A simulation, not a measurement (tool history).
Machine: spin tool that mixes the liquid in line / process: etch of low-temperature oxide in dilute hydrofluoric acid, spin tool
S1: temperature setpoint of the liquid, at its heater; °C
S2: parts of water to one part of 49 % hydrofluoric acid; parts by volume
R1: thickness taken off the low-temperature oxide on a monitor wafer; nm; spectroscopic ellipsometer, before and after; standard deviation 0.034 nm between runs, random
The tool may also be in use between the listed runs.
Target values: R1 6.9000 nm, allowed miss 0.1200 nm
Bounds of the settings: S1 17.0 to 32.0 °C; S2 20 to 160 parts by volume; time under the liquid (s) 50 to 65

run 1 hour=0.0 | S1=24.0 S2=90 time_under_the_liquid_(s)=65 | R1=14.2880
run 2 hour=2.2 | S1=20.5 S2=90 time_under_the_liquid_(s)=65 | R1=12.4630
run 3 hour=3.8 | S1=20.0 S2=95 time_under_the_liquid_(s)=65 | R1=11.4870
run 4 hour=6.1 | S1=20.0 S2=95 time_under_the_liquid_(s)=65 | R1=11.4410
run 5 hour=11.0 | S1=20.0 S2=95 time_under_the_liquid_(s)=50 | R1=8.7709
run 6 hour=17.7 | S1=22.5 S2=95 time_under_the_liquid_(s)=50 | R1=9.8126
run 7 hour=19.2 | S1=18.5 S2=105 time_under_the_liquid_(s)=50 | R1=7.4857
run 8 hour=24.3 | S1=17.5 S2=105 time_under_the_liquid_(s)=50 | R1=7.1177

Pick the move, out of 5, that brings all results within their allowed miss; only one does.
run A hour=29.4 | S1=17.0 S2=120 time_under_the_liquid_(s)=60 | R1=?
run B hour=29.4 | S1=17.0 S2=110 time_under_the_liquid_(s)=50 | R1=?
run C hour=29.4 | S1=17.0 S2=130 time_under_the_liquid_(s)=60 | R1=?
run D hour=29.4 | S1=18.0 S2=135 time_under_the_liquid_(s)=60 | R1=?
run E hour=29.4 | S1=18.0 S2=110 time_under_the_liquid_(s)=50 | R1=?

move=A R1=7.1807
move=B R1=6.5947
move=C R1=6.5623
move=D R1=6.5521
move=E R1=6.8758
A: moves away from the targets compared with the last run
B: takes the biggest miss from the last run beyond its target
C: takes the biggest miss from the last run beyond its target
D: takes the biggest miss from the last run beyond its target
E: meets every target
The right move is E.
